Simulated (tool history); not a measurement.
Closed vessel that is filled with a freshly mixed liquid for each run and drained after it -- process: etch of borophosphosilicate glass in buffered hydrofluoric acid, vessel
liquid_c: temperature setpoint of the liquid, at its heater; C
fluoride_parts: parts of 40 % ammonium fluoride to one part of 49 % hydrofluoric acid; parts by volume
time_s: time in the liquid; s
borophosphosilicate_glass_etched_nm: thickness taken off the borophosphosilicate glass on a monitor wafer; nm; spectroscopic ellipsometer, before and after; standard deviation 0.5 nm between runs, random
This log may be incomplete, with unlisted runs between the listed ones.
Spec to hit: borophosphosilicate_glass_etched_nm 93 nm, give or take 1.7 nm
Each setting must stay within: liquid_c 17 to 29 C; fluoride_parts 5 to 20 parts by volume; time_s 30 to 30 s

| run | hour | liquid_c | fluoride_parts | time_s | borophosphosilicate_glass_etched_nm |
|---|---|---|---|---|---|
| 1 | 0 | 21 | 12 | 30 | 39.549 |
| 2 | 9 | 22 | 11.5 | 30 | 43.994 |
| 3 | 11.8 | 23 | 11 | 30 | 48.424 |
| 4 | 19.6 | 24 | 10.5 | 30 | 53.937 |
| 5 | 22.2 | 24.5 | 10 | 30 | 57.763 |
| 6 | 27.6 | 25 | 9.5 | 30 | 61.622 |
| 7 | 34.6 | 25.5 | 9 | 30 | 65.403 |
| 8 | 38.5 | 26 | 8.5 | 30 | 71.556 |
| 9 | 45.5 | 26.5 | 8.5 | 30 | 73.676 |
| 10 | 48.6 | 27 | 8.5 | 30 | 75.6 |
| 11 | 51.9 | 29 | 7 | 30 | 103.36 |
| 12 | 59.1 | 28 | 7 | 30 | 98.797 |
| 13 | 60.1 | 27.5 | 7 | 30 | 96.141 |

5 next moves are on the table. One of them brings every result within its allowed miss. Which?
| A | 61.1 | 26.5 | 7 | 30 | ? |
| B | 61.1 | 26.5 | 6.5 | 30 | ? |
| C | 61.1 | 27.5 | 7.5 | 30 | ? |
| D | 61.1 | 26 | 7 | 30 | ? |
| E | 61.1 | 27 | 7 | 30 | ? |

| move | borophosphosilicate_glass_etched_nm |
|---|---|
| A | 90.167 |
| B | 96.264 |
| C | 88.156 |
| D | 87.81 |
| E | 92.58 |
A: takes the biggest miss from the last run beyond its target
B: about the same distance from the targets as the last run
C: takes the biggest miss from the last run beyond its target
D: takes the biggest miss from the last run beyond its target
E: in spec on every target
So the answer is move E, the one that meets all the targets.

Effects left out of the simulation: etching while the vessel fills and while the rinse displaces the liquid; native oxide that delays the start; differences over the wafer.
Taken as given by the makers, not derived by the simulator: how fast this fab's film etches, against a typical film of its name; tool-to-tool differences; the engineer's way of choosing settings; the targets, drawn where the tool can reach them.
